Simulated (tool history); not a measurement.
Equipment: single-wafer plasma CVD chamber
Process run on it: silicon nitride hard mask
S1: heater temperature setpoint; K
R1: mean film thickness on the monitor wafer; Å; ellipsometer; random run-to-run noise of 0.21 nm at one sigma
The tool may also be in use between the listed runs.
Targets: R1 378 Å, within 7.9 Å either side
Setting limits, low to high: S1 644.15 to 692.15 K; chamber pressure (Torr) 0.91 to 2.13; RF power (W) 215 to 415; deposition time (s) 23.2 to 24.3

Run 1, hour 0: S1 668.15 K, chamber pressure (Torr) 1.52, RF power (W) 315, deposition time (s) 24.3. Result: R1 314.93 Å.
Run 2, hour 5.5: S1 668.15 K, chamber pressure (Torr) 1.77, RF power (W) 315, deposition time (s) 24.3. Result: R1 331.72 Å.
Run 3, hour 7.1: S1 668.15 K, chamber pressure (Torr) 1.66, RF power (W) 315, deposition time (s) 24.3. Result: R1 325.75 Å.
Run 4, hour 15: S1 677.15 K, chamber pressure (Torr) 1.66, RF power (W) 315, deposition time (s) 24.3. Result: R1 323.98 Å.
Run 5, hour 21.2: S1 677.15 K, chamber pressure (Torr) 1.66, RF power (W) 300, deposition time (s) 24.3. Result: R1 314.62 Å.
Run 6, hour 29.6: S1 672.15 K, chamber pressure (Torr) 1.66, RF power (W) 300, deposition time (s) 24.3. Result: R1 316.32 Å.
Run 7, hour 37: S1 672.15 K, chamber pressure (Torr) 1.75, RF power (W) 310, deposition time (s) 24.3. Result: R1 326.18 Å.
Run 8, hour 43.9: S1 672.15 K, chamber pressure (Torr) 1.81, RF power (W) 320, deposition time (s) 24.3. Result: R1 335.75 Å.
Run 9, hour 47.8: S1 672.15 K, chamber pressure (Torr) 1.86, RF power (W) 330, deposition time (s) 24.3. Result: R1 349.06 Å.
Run 10, hour 49.9: S1 672.15 K, chamber pressure (Torr) 1.9, RF power (W) 335, deposition time (s) 24.3. Result: R1 351.53 Å.
Run 11, hour 52.3: S1 672.15 K, chamber pressure (Torr) 1.94, RF power (W) 340, deposition time (s) 24.3. Result: R1 358.44 Å.

Consider the 4 candidate settings below. Which is the only one whose results all fall within their allowed miss of target?
Run A, hour 54.7: S1 660.15 K, chamber pressure (Torr) 1.89, RF power (W) 335, deposition time (s) 24.3. Result: R1 ?.
Run B, hour 54.7: S1 677.15 K, chamber pressure (Torr) 1.99, RF power (W) 370, deposition time (s) 23.9. Result: R1 ?.
Run C, hour 54.7: S1 673.15 K, chamber pressure (Torr) 1.86, RF power (W) 350, deposition time (s) 23.9. Result: R1 ?.
Run D, hour 54.7: S1 677.15 K, chamber pressure (Torr) 1.89, RF power (W) 365, deposition time (s) 23.2. Result: R1 ?.

move      R1
   A  351.38
   B  372.91
   C  352.32
   D  352.96
A: misses by more than the last run did
B: in spec on every target
C: misses by more than the last run did
D: misses by more than the last run did
Move B is the one to make.

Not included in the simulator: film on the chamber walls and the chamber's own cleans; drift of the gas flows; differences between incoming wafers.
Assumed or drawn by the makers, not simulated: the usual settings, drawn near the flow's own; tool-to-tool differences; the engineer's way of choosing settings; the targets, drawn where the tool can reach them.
